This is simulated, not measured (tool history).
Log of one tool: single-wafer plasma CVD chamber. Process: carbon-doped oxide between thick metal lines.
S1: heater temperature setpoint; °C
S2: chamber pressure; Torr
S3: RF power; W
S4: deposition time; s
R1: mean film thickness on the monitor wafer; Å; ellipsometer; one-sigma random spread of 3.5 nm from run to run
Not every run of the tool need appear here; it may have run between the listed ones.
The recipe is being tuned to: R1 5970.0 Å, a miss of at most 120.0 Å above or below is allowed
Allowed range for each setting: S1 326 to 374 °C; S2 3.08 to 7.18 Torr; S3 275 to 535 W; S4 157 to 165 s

run    day   S1    S2   S3   S4      R1
  1  0.000  350  5.13  405  165  6699.9
  2  0.162  351  4.95  400  165  6591.7
  3  0.388  352  4.80  395  165  6506.5
  4  0.417  356  4.80  395  165  6486.4
  5  0.488  356  5.30  395  165  6554.5
  6  0.667  356  5.30  355  165  6199.5
  7  0.954  356  5.23  355  165  6127.1
  8  1.229  356  5.18  355  165  6227.7
  9  1.346  356  5.12  350  165  6133.8
 10  1.533  356  5.08  350  165  6155.5

Pick the move, out of 4, that brings all results within their allowed miss; only one does.
  A  1.721  340  5.93  295  165   ?
  B  1.721  358  5.63  325  157   ?
  C  1.721  357  5.47  330  157   ?
  D  1.721  346  5.48  355  165   ?

move      R1
   A  5965.4
   B  5669.0
   C  5702.5
   D  6366.0
A: all results land within tolerance of their targets
B: carries the result that was furthest off beyond its target, to the other side
C: carries the result that was furthest off beyond its target, to the other side
D: lands further from the targets than the last run did
Go with A: it meets all targets.
